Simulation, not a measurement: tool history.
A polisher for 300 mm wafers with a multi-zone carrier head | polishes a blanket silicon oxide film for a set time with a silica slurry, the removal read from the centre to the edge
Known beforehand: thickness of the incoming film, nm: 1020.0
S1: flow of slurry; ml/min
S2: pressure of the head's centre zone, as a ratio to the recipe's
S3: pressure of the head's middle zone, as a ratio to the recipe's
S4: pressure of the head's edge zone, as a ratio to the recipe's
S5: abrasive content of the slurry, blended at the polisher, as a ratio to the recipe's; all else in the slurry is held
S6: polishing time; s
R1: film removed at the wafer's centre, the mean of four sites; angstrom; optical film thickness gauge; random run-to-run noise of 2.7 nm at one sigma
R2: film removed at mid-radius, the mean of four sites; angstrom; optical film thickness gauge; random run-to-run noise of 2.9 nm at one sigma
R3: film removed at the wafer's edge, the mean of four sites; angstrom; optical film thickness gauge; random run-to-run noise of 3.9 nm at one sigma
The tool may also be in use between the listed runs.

{"run": 1, "hour": 0.0, "S1": 295, "S2": 1.0, "S3": 1.0, "S4": 1.0, "S5": 1.0, "S6": 75, "R1": 2798.4, "R2": 2805.8, "R3": 2925.7}
{"run": 2, "hour": 8.4, "S1": 305, "S2": 1.04, "S3": 1.0, "S4": 1.04, "S5": 1.05, "S6": 75, "R1": 3036.4, "R2": 2895.7, "R3": 3099.7}
{"run": 3, "hour": 10.1, "S1": 320, "S2": 1.06, "S3": 1.0, "S4": 1.06, "S5": 1.05, "S6": 75, "R1": 3036.5, "R2": 2893.6, "R3": 3075.8}
{"run": 4, "hour": 11.2, "S1": 315, "S2": 1.08, "S3": 0.99, "S4": 1.07, "S5": 1.1, "S6": 75, "R1": 3166.6, "R2": 2945.1, "R3": 3223.8}
{"run": 5, "hour": 15.1, "S1": 255, "S2": 1.08, "S3": 0.99, "S4": 1.07, "S5": 1.1, "S6": 75, "R1": 3076.6, "R2": 2881.5, "R3": 3098.6}
{"run": 6, "hour": 19.5, "S1": 255, "S2": 1.08, "S3": 0.99, "S4": 1.07, "S5": 1.1, "S6": 60, "R1": 2420.7, "R2": 2302.4, "R3": 2449.6}
{"run": 7, "hour": 21.7, "S1": 285, "S2": 1.11, "S3": 0.98, "S4": 1.08, "S5": 1.2, "S6": 61, "R1": 2664.0, "R2": 2401.9, "R3": 2642.0}
{"run": 8, "hour": 22.7, "S1": 310, "S2": 1.13, "S3": 0.99, "S4": 1.09, "S5": 1.25, "S6": 62, "R1": 2875.6, "R2": 2543.6, "R3": 2795.7}
{"run": 9, "hour": 30.9, "S1": 330, "S2": 1.14, "S3": 1.0, "S4": 1.11, "S5": 1.3, "S6": 62, "R1": 2960.4, "R2": 2639.0, "R3": 2859.9}
{"run": 10, "hour": 34.9, "S1": 345, "S2": 1.15, "S3": 0.99, "S4": 1.13, "S5": 1.35, "S6": 63, "R1": 3109.1, "R2": 2729.0, "R3": 3035.4}
{"run": 11, "hour": 38.0, "S1": 360, "S2": 1.16, "S3": 0.99, "S4": 1.14, "S5": 1.4, "S6": 63, "R1": 3213.8, "R2": 2795.9, "R3": 3070.3}
{"run": 12, "hour": 42.7, "S1": 370, "S2": 1.16, "S3": 0.98, "S4": 1.15, "S5": 1.4, "S6": 64, "R1": 3234.4, "R2": 2769.2, "R3": 3111.2}
{"run": 13, "hour": 44.9, "S1": 370, "S2": 1.16, "S3": 0.98, "S4": 1.15, "S5": 1.4, "S6": 64, "R1": 3269.9, "R2": 2749.7, "R3": 3153.9}
{"run": 14, "hour": 50.1, "S1": 370, "S2": 1.16, "S3": 0.98, "S4": 1.15, "S5": 1.4, "S6": 64, "R1": 3277.3, "R2": 2783.3, "R3": 3108.8}
{"run": 15, "hour": 50.7, "S1": 370, "S2": 1.16, "S3": 0.98, "S4": 1.16, "S5": 1.4, "S6": 65, "R1": 3309.5, "R2": 2805.2, "R3": 3224.5}
{"run": 16, "hour": 57.8, "S1": 375, "S2": 1.17, "S3": 0.98, "S4": 1.17, "S5": 1.4, "S6": 65, "R1": 3313.1, "R2": 2771.6, "R3": 3254.6}

Run 17 is up next; what results do you expect?
{"run": 17, "hour": 58.6, "S1": 380, "S2": 1.17, "S3": 0.98, "S4": 1.17, "S5": 1.4, "S6": 65, "R1": "?", "R2": "?", "R3": "?"}

{"run 17": {"R1": 3367.8, "R2": 2852.8, "R3": 3178.0}}
